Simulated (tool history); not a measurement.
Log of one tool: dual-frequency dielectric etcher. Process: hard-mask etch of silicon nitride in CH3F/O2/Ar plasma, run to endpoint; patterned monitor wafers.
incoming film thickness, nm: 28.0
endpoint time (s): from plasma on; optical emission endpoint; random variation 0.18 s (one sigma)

Run 1, hour 0.0: source power (kW) 0.470, bias power (kW) 0.078. Result: endpoint time (s) 36.005.
Run 2, hour 9.0: source power (kW) 0.500, bias power (kW) 0.081. Result: endpoint time (s) 35.051.
Run 3, hour 17.2: source power (kW) 0.530, bias power (kW) 0.085. Result: endpoint time (s) 33.199.
Run 4, hour 21.2: source power (kW) 0.530, bias power (kW) 0.073. Result: endpoint time (s) 35.386.
Run 5, hour 24.8: source power (kW) 0.550, bias power (kW) 0.076. Result: endpoint time (s) 34.184.
Run 6, hour 28.7: source power (kW) 0.610, bias power (kW) 0.076. Result: endpoint time (s) 33.080.
Run 7, hour 31.3: source power (kW) 0.620, bias power (kW) 0.079. Result: endpoint time (s) 32.200.

The next listed run, before its measurement:
Run 8, hour 34.4: source power (kW) 0.630, bias power (kW) 0.081. Result: endpoint time (s) ?.

Run 8 gave endpoint time (s) 31.905.

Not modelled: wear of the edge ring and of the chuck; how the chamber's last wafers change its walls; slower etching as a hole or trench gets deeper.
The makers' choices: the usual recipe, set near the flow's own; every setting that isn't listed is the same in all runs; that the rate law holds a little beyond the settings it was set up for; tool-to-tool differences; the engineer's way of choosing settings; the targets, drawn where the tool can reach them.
